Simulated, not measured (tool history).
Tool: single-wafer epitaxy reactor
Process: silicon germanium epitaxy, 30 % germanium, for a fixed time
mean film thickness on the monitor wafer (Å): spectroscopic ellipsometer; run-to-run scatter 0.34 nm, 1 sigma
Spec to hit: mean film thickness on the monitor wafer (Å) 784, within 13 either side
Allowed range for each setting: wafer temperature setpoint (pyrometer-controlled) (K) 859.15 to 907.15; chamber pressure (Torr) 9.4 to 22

| run | hour | wafer temperature setpoint (pyrometer-controlled) (K) | chamber pressure (Torr) | mean film thickness on the monitor wafer (Å) |
|---|---|---|---|---|
| 1 | 0 | 883.15 | 15.7 | 690.26 |
| 2 | 0.6 | 876.15 | 15.7 | 613.47 |
| 3 | 2.1 | 879.15 | 15.7 | 648.65 |
| 4 | 11.1 | 881.15 | 15.7 | 670.68 |
| 5 | 16.9 | 881.15 | 13.8 | 641.48 |
|  | 18.5 | capacitance manometer re-zeroed and calibrated |
| 6 | 18.5 | 881.15 | 12.2 | 630.32 |
| 7 | 21.1 | 883.15 | 12.2 | 646.93 |
| 8 | 25.6 | 885.15 | 12.2 | 664.19 |
| 9 | 26.3 | 885.15 | 12.2 | 670.57 |
| 10 | 31.1 | 887.15 | 12.2 | 691.81 |
| 11 | 32.4 | 888.15 | 12.2 | 701.16 |
| 12 | 39.6 | 889.15 | 12.2 | 713.23 |
| 13 | 47.8 | 889.15 | 12.2 | 713.97 |
| 14 | 55.3 | 890.15 | 12.2 | 724.22 |
| 15 | 56.8 | 891.15 | 12.2 | 732.43 |
| 16 | 60.2 | 892.15 | 12.2 | 741.86 |

Exercise: of the 4 proposed moves below, exactly one satisfies all targets within the stated allowed misses. Which move is it?
| A | 63.6 | 898.15 | 12 | ? |
| B | 63.6 | 893.15 | 11.7 | ? |
| C | 63.6 | 896.15 | 9.7 | ? |
| D | 63.6 | 892.15 | 14.6 | ? |

| move | mean film thickness on the monitor wafer (Å) |
|---|---|
| A | 815.19 |
| B | 749.64 |
| C | 745.56 |
| D | 787.44 |
A: moves the result that the last run missed by most past its target, out the other side
B: closes in on the targets versus the last run, not all within tolerance yet
C: closes in on the targets versus the last run, not all within tolerance yet
D: every result lands within tolerance
D meets every target.

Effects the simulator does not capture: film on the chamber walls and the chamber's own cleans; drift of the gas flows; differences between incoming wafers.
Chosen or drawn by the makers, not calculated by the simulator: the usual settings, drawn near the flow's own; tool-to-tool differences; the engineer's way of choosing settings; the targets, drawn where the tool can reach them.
